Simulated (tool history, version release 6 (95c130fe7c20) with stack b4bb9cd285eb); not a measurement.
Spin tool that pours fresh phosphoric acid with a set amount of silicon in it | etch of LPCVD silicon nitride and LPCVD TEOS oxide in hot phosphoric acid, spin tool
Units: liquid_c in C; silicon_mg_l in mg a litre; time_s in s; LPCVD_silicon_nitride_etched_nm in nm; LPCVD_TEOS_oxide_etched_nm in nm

run,hour,liquid_c,silicon_mg_l,time_s,LPCVD_silicon_nitride_etched_nm,LPCVD_TEOS_oxide_etched_nm
1,0,160,9,180,18.511,0.64275
2,5.5,160,9,245,24.972,0.94691
3,12.8,159.5,9,220,22.273,0.76594
4,18.6,159.5,13,220,22.27,0.72478
5,19.4,159,12,200,19.834,0.60819
6,24.4,159,10.5,185,18.287,0.63674
7,28.6,158.5,11.5,175,17.036,0.49342
8,35.2,158.5,10,170,16.625,0.53929
9,43.4,156.5,10,145,13.202,0.41985

Run 10 comes next. What will it give?
10,50.4,157,10.5,145,?,?

Run 10 yielded LPCVD_silicon_nitride_etched_nm 13.423 nm, LPCVD_TEOS_oxide_etched_nm 0.38195 nm.

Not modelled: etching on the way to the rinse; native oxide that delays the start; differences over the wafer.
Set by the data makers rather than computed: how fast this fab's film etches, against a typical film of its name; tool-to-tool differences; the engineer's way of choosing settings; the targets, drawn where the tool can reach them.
